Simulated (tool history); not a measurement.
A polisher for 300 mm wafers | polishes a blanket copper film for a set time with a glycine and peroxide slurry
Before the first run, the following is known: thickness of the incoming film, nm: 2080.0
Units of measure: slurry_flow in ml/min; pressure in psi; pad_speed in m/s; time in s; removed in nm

run    day  slurry_flow  pressure  pad_speed  time  removed
  1      0          300       1.8       0.92    60   233.97
  2  0.067          235       1.8       0.92    60   230.65
  3  0.092          235       1.7       0.92    60   220.06
  4  0.133          235       1.6       0.92    60   210.05
  5  0.188          200       1.6       0.92    60    205.2
  6  0.538          230       1.6       0.92    60   210.24
  7  0.621          225       1.5       0.92    60   200.84
  8  0.971          220       1.5       0.92    60   199.62

For run 9, what comes out?
  9  1.325          215       1.4       0.92    60        ?

Run 9 measured removed 189.7 nm.
